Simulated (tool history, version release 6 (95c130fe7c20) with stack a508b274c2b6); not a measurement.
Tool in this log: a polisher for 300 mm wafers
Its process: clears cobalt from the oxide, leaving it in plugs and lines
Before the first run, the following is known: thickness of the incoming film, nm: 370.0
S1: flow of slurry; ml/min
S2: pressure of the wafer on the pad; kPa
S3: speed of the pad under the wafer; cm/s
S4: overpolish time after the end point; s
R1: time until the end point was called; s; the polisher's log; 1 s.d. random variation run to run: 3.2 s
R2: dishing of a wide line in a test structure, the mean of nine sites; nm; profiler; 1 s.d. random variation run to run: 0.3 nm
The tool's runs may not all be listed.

run    day   S1    S2  S3  S4      R1      R2
  1      0  190  10.3  92  26  128.05  43.092
  2  0.321  180     9  86  20  162.61  33.069
  3  0.575  160   7.6  88  16  185.68  24.953
  4  0.808  145   6.9  92  13  196.42  19.524
  5  1.054  125   6.9  92  13  203.29  19.502
  6  1.146  120   6.2  94  11  220.48  15.975
  7  1.292  120   5.5  96   8  244.76  11.253
  8  1.417  120   5.5  94   8  247.82  10.613
  9  1.521  120   5.5  92   9  252.02   11.96
 10  1.808  125   6.9  90  15   206.8  22.481
 11  1.954  150   6.2  90  15  227.78  19.888

Run 12, settings as shown, results not yet in. Your forecast:
 12  2.208  150  6.2  94  14   ?   ?

Run 12 came out at R1 207.25 s, R2 20.983 nm.

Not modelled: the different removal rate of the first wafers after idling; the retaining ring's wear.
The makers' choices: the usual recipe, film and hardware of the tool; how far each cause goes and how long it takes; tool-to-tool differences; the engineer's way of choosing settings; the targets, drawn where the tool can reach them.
